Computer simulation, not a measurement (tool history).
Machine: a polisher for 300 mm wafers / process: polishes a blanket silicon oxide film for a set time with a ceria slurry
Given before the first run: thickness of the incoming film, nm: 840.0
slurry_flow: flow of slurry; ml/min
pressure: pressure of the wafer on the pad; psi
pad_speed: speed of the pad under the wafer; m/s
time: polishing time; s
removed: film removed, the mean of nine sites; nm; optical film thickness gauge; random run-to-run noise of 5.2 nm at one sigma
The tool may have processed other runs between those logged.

run 1 hour=0 | slurry_flow=120 pressure=2 pad_speed=0.86 time=102 | removed=213.72
run 2 hour=3.4 | slurry_flow=120 pressure=2 pad_speed=1.02 time=102 | removed=239.02
run 3 hour=7.3 | slurry_flow=125 pressure=2.3 pad_speed=1.04 time=102 | removed=268.65
run 4 hour=16.1 | slurry_flow=125 pressure=2.5 pad_speed=1.04 time=102 | removed=301.84
run 5 hour=24.6 | slurry_flow=125 pressure=2.1 pad_speed=1.04 time=102 | removed=258.9
run 6 hour=25.7 | slurry_flow=130 pressure=2.4 pad_speed=1.06 time=102 | removed=301.16
run 7 hour=32.6 | slurry_flow=140 pressure=2.5 pad_speed=1.06 time=102 | removed=317.06

Predict the results of run 8:
run 8 hour=34.1 | slurry_flow=145 pressure=2.6 pad_speed=1.06 time=102 | removed=?

removed: 327.63 nm
